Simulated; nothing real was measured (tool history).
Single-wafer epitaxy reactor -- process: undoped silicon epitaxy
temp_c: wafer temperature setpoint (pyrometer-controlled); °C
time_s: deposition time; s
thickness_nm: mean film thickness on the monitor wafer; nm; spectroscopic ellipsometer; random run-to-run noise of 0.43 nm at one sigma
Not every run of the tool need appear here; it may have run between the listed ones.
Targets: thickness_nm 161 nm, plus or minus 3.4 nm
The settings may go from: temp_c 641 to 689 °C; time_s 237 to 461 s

run 1 hour=0 | temp_c=665 time_s=349 | thickness_nm=81.556
run 2 hour=3.8 | temp_c=665 time_s=303 | thickness_nm=71.116
run 3 hour=11.5 | temp_c=665 time_s=320 | thickness_nm=75.046
run 4 hour=15.6 | temp_c=673 time_s=320 | thickness_nm=91.176
run 5 hour=20 | temp_c=673 time_s=290 | thickness_nm=82.494
run 6 hour=27.4 | temp_c=676 time_s=310 | thickness_nm=94.342
run 7 hour=33.1 | temp_c=679 time_s=326 | thickness_nm=106.92
run 8 hour=37.8 | temp_c=681 time_s=338 | thickness_nm=115.65
run 9 hour=46.5 | temp_c=683 time_s=348 | thickness_nm=125

Pick the move, out of 5, that brings all results within their allowed miss; only one does.
run A hour=55.2 | temp_c=671 time_s=334 | thickness_nm=?
run B hour=55.2 | temp_c=689 time_s=411 | thickness_nm=?
run C hour=55.2 | temp_c=688 time_s=397 | thickness_nm=?
run D hour=55.2 | temp_c=675 time_s=315 | thickness_nm=?
run E hour=55.2 | temp_c=689 time_s=417 | thickness_nm=?

move=A thickness_nm=90.595
move=B thickness_nm=169.26
move=C thickness_nm=159.82
move=D thickness_nm=93.897
move=E thickness_nm=171.73
A: the biggest miss grows against the last run
B: takes the result that was furthest off past its target
C: all results in spec
D: the biggest miss grows against the last run
E: takes the result that was furthest off past its target
Move C is the one to make.

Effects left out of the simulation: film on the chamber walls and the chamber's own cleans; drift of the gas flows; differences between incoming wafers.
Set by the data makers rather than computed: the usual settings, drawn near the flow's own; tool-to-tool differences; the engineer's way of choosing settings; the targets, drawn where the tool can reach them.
